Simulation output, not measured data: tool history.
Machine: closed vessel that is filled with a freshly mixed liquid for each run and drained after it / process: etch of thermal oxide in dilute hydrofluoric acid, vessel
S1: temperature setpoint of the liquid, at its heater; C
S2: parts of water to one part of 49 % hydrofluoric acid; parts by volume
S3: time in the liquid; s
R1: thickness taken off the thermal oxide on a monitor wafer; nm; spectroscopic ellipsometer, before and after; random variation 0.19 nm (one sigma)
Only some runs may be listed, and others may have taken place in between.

run,hour,S1,S2,S3,R1
1,0,24,160,595,18.034
2,6.1,26.5,160,595,19.883
3,12.1,26.5,200,595,15.231
4,19.9,26.5,200,640,16.367
5,25.3,27,190,640,17.816
6,30.5,27,155,640,22.557
7,38.9,27,155,640,22.575
8,45.5,27.5,145,640,25.025
9,46.6,28,140,640,26.495

Forecast run 10:
10,54.2,28.5,135,640,?

R1: 28.202 nm
